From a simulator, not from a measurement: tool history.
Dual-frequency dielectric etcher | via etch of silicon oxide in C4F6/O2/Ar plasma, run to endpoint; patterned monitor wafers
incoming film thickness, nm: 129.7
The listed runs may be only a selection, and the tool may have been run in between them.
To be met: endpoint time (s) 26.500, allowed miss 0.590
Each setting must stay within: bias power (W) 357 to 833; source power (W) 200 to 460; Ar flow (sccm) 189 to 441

run	hour	bias power (W)	source power (W)	Ar flow (sccm)	endpoint time (s)
1	0.0	595	330	315	29.908
2	6.4	595	350	315	28.730
3	10.4	624	350	315	28.316
4	17.9	647	350	315	28.172
5	20.9	647	320	315	29.041
6	23.4	540	320	315	31.062
7	26.1	599	330	313	29.907
8	30.1	643	330	313	29.042
9	38.3	643	330	313	28.795

Which single option among these 4 for the next run brings every result within its allowed miss of target? Just one does.
A	46.5	687	400	289	?
B	46.5	708	410	289	?
C	46.5	711	400	289	?
D	46.5	712	370	352	?

move	endpoint time (s)
A	25.459
B	24.901
C	25.154
D	26.493
A: carries the result that was furthest off beyond its target, to the other side
B: carries the result that was furthest off beyond its target, to the other side
C: carries the result that was furthest off beyond its target, to the other side
D: every result lands within tolerance
D is the move that brings every result within its allowed miss.
